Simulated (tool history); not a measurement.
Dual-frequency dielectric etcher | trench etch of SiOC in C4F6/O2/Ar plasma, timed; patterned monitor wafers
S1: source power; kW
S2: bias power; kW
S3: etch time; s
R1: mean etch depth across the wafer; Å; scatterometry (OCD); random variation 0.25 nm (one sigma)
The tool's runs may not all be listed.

Run 1, day 0.000: S1 0.470 kW, S2 0.171 kW, S3 25 s. Result: R1 464.93 Å.
Run 2, day 0.333: S1 0.500 kW, S2 0.173 kW, S3 25 s. Result: R1 476.04 Å.
Run 3, day 0.504: S1 0.420 kW, S2 0.173 kW, S3 25 s. Result: R1 455.41 Å.
Run 4, day 0.612: S1 0.420 kW, S2 0.173 kW, S3 26 s. Result: R1 473.92 Å.
Run 5, day 0.904: S1 0.450 kW, S2 0.176 kW, S3 26 s. Result: R1 481.58 Å.
Run 6, day 1.117: S1 0.450 kW, S2 0.154 kW, S3 26 s. Result: R1 460.87 Å.

The next listed run, before its measurement:
Run 7, day 1.317: S1 0.490 kW, S2 0.158 kW, S3 26 s. Result: R1 ?.

{"run 7": {"R1": 476.03}}

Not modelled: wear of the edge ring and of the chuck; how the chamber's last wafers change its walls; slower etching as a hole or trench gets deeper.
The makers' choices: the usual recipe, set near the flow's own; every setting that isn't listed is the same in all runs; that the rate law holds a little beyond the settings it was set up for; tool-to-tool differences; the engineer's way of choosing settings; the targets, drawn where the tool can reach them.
